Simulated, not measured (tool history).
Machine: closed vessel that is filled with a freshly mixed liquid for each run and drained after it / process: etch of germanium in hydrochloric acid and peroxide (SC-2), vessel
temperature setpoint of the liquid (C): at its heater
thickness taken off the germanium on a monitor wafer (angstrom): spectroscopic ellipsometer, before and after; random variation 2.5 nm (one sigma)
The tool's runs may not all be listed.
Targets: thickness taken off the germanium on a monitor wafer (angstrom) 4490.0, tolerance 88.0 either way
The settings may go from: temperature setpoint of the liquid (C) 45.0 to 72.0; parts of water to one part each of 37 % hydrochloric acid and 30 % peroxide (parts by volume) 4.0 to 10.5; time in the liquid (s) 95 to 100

run	hour	temperature setpoint of the liquid (C)	parts of water to one part each of 37 % hydrochloric acid and 30 % peroxide (parts by volume)	time in the liquid (s)	thickness taken off the germanium on a monitor wafer (angstrom)
1	0.0	61.0	5.5	95	4055.8
2	4.9	61.0	7.5	95	3965.0
3	9.0	61.5	7.5	95	4024.7
4	11.0	61.5	7.5	100	4268.7
5	13.7	61.5	5.5	100	4315.5
6	15.6	66.0	5.5	100	4907.3
7	16.8	65.5	5.5	100	4846.6
8	17.7	65.0	5.5	100	4781.8
9	23.0	64.5	5.5	100	4709.7
10	28.9	64.0	5.5	100	4657.9

Which of these 4 next moves meets every target?
A	34.8	65.0	5.0	100	?
B	34.8	66.0	5.5	95	?
C	34.8	61.5	5.5	100	?
D	34.8	63.5	7.0	100	?

move	thickness taken off the germanium on a monitor wafer (angstrom)
A	4818.2
B	4693.9
C	4329.5
D	4532.0
A: the biggest miss grows against the last run
B: the biggest miss grows against the last run
C: carries the result that was furthest off beyond its target, to the other side
D: every result within its allowed miss
The right move is D.
